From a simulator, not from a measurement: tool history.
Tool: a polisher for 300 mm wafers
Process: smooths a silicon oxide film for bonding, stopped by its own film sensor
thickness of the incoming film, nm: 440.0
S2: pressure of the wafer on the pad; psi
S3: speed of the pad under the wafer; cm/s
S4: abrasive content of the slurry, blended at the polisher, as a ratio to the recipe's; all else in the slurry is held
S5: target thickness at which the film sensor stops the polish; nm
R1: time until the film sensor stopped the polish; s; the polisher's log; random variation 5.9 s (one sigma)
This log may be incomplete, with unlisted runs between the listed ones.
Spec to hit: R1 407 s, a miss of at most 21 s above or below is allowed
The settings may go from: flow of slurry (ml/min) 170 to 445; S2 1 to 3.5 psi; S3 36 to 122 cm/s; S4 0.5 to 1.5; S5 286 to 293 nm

run 1 day=0 | flow_of_slurry_(ml/min)=285 S2=2.2 S3=78 S4=1 S5=293 | R1=245.76
run 2 day=0.042 | flow_of_slurry_(ml/min)=285 S2=1.9 S3=76 S4=1 S5=293 | R1=286.47
run 3 day=0.2 | flow_of_slurry_(ml/min)=285 S2=1.7 S3=76 S4=1 S5=293 | R1=323.47
run 4 day=0.538 | flow_of_slurry_(ml/min)=285 S2=1.7 S3=90 S4=1 S5=293 | R1=284.02
run 5 day=0.588 | flow_of_slurry_(ml/min)=320 S2=1.7 S3=90 S4=1 S5=293 | R1=279.34
run 6 day=0.892 | flow_of_slurry_(ml/min)=320 S2=1.5 S3=88 S4=1 S5=293 | R1=321.93
run 7 day=0.958 | flow_of_slurry_(ml/min)=320 S2=1.4 S3=88 S4=1 S5=293 | R1=345.33
run 8 day=1.108 | flow_of_slurry_(ml/min)=320 S2=1.3 S3=88 S4=1 S5=293 | R1=371.33

5 next moves are on the table. One of them brings every result within its allowed miss. Which?
run A day=1.258 | flow_of_slurry_(ml/min)=285 S2=1.4 S3=98 S4=0.9 S5=289 | R1=?
run B day=1.258 | flow_of_slurry_(ml/min)=410 S2=1.4 S3=100 S4=0.95 S5=290 | R1=?
run C day=1.258 | flow_of_slurry_(ml/min)=310 S2=1.1 S3=94 S4=1.1 S5=286 | R1=?
run D day=1.258 | flow_of_slurry_(ml/min)=330 S2=1.6 S3=92 S4=0.85 S5=288 | R1=?
run E day=1.258 | flow_of_slurry_(ml/min)=325 S2=1.4 S3=92 S4=0.95 S5=291 | R1=?

move=A R1=331.64
move=B R1=309.44
move=C R1=404.27
move=D R1=310.9
move=E R1=332.41
A: misses by more than the last run did
B: misses by more than the last run did
C: each result inside its tolerance
D: misses by more than the last run did
E: misses by more than the last run did
So the answer is move C, the one that meets all the targets.
